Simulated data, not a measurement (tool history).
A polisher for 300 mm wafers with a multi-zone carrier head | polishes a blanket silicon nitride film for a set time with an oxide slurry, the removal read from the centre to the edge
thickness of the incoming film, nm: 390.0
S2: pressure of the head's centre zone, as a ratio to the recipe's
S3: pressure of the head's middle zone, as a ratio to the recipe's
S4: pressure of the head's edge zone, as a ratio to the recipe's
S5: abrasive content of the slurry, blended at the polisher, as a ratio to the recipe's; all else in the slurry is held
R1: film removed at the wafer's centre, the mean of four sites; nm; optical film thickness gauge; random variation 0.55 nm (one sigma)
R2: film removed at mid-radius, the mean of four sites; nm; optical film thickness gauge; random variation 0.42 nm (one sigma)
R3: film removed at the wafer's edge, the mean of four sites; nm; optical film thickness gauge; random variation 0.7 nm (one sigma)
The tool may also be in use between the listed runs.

Run 1, hour 0: flow of slurry (ml/min) 300, S2 1, S3 1, S4 1, S5 1, polishing time (s) 88. Result: R1 53.615 nm, R2 54.849 nm, R3 54.648 nm.
Run 2, hour 5.4: flow of slurry (ml/min) 315, S2 1, S3 1.04, S4 1.05, S5 1.05, polishing time (s) 88. Result: R1 55.621 nm, R2 59.917 nm, R3 57.686 nm.
Run 3, hour 8.9: flow of slurry (ml/min) 315, S2 1, S3 1.04, S4 0.97, S5 1.05, polishing time (s) 88. Result: R1 57.178 nm, R2 58.928 nm, R3 55.766 nm.
Run 4, hour 12.7: flow of slurry (ml/min) 270, S2 1, S3 1.04, S4 0.97, S5 1.05, polishing time (s) 88. Result: R1 55.318 nm, R2 58.43 nm, R3 56.563 nm.
Run 5, hour 15.8: flow of slurry (ml/min) 270, S2 1.05, S3 1.04, S4 0.97, S5 1.05, polishing time (s) 88. Result: R1 57.111 nm, R2 58.094 nm, R3 55.757 nm.
Run 6, hour 23.3: flow of slurry (ml/min) 270, S2 1.05, S3 1.04, S4 0.97, S5 0.9, polishing time (s) 88. Result: R1 53.667 nm, R2 51.942 nm, R3 49.401 nm.

The next listed run, before its measurement:
Run 7, hour 27.9: flow of slurry (ml/min) 270, S2 1.05, S3 1.04, S4 0.97, S5 0.9, polishing time (s) 88. Result: R1 ?, R2 ?, R3 ?.

R1: 53.327 nm
R2: 52.491 nm
R3: 49.872 nm
